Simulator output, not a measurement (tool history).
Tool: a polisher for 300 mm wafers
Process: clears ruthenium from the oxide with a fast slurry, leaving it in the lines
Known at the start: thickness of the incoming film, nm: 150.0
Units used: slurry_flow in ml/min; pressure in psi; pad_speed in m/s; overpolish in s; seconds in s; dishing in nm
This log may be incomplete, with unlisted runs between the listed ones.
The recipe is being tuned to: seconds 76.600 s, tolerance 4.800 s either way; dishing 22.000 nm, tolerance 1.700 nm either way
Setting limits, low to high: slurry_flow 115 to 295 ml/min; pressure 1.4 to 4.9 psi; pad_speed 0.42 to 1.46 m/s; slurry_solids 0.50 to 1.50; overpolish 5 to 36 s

run  hour  slurry_flow  pressure  pad_speed  slurry_solids  overpolish  seconds  dishing
  1   0.0          190       3.1       0.94           1.00          18   43.821   46.732
  2   3.1          190       2.7       0.92           1.00          17   50.279   37.842
  3   5.6          190       2.7       0.92           1.00          13   50.111   31.406
  4   8.6          190       2.4       0.92           1.00          13   57.648   26.523
  5  10.8          190       2.4       0.92           1.00          20   57.864   41.012
  6  16.1          190       2.2       0.92           1.00          18   63.519   32.676
  7  23.7          190       2.1       0.92           1.00          17   64.353   30.143
  8  31.6          190       2.0       0.92           1.00          16   68.024   28.568
  9  38.9          190       1.9       0.92           1.00          15   70.160   25.193

Pick the move, out of 4, that brings all results within their allowed miss; only one does.
  A  46.2          180       2.0       0.80           0.90          20        ?        ?
  B  46.2          225       2.0       0.84           0.90          14        ?        ?
  C  46.2          210       1.6       0.92           1.15          11        ?        ?
  D  46.2          220       1.5       1.06           1.00          11        ?        ?

move  seconds  dishing
   A   84.688   27.805
   B   78.236   21.399
   C   78.182   17.002
   D   77.370   17.173
A: misses by more than the last run did
B: in spec on every target
C: carries the result that was furthest off beyond its target, to the other side
D: carries the result that was furthest off beyond its target, to the other side
B is the move that brings every result within its allowed miss.

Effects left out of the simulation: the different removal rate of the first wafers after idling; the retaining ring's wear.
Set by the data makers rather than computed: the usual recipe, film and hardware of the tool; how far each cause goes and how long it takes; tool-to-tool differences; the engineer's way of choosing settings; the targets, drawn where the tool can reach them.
